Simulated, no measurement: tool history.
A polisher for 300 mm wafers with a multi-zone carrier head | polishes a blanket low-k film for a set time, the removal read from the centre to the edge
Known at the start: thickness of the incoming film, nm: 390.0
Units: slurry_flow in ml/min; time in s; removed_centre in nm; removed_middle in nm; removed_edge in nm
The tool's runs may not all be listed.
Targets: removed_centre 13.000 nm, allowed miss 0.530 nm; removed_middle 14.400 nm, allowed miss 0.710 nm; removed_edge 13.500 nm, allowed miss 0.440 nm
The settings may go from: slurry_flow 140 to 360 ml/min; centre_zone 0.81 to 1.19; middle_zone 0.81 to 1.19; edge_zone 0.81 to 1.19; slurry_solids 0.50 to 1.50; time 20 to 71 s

run  hour  slurry_flow  centre_zone  middle_zone  edge_zone  slurry_solids  time  removed_centre  removed_middle  removed_edge
  1   0.0          230         1.00         1.00       1.00           1.00    45          17.903          17.999        18.046
  2   8.8          230         1.00         1.07       1.00           1.00    45          17.847          18.964        18.247
  3  14.8          230         1.00         1.07       1.00           0.80    45          16.200          17.224        16.256
  4  18.2          225         0.97         1.04       0.97           0.75    45          15.210          16.012        15.425
  5  18.8          225         0.97         1.08       0.97           0.75    45          15.392          16.681        15.350
  6  21.8          225         0.97         1.08       0.97           0.65    45          14.241          15.765        14.506
  7  30.3          215         0.95         1.07       0.95           0.65    45          13.689          15.209        14.172
  8  35.4          205         0.95         1.07       0.94           0.65    45          13.621          15.224        14.385
  9  39.6          210         0.95         1.06       0.93           0.65    45          13.859          15.326        13.973
 10  40.2          200         0.94         1.05       0.92           0.65    45          13.547          14.957        14.008
 11  49.2          195         0.93         1.05       0.91           0.65    45          13.427          14.748        13.771
 12  54.6          190         0.92         1.05       0.91           0.65    45          13.213          14.447        13.848

Which of these 4 next moves meets every target?
  A  60.0          145         0.95         0.98       0.97           0.75    45               ?               ?             ?
  B  60.0          210         0.89         0.98       0.91           0.65    47               ?               ?             ?
  C  60.0          175         0.92         0.98       0.92           0.65    46               ?               ?             ?
  D  60.0          240         0.94         1.07       0.96           0.60    43               ?               ?             ?

move  removed_centre  removed_middle  removed_edge
   A          13.894          14.535        15.004
   B          13.643          15.119        14.987
   C          13.355          14.362        14.403
   D          12.919          14.551        13.560
A: further off than the last run
B: further off than the last run
C: further off than the last run
D: meets every target
Move D is the one to make.
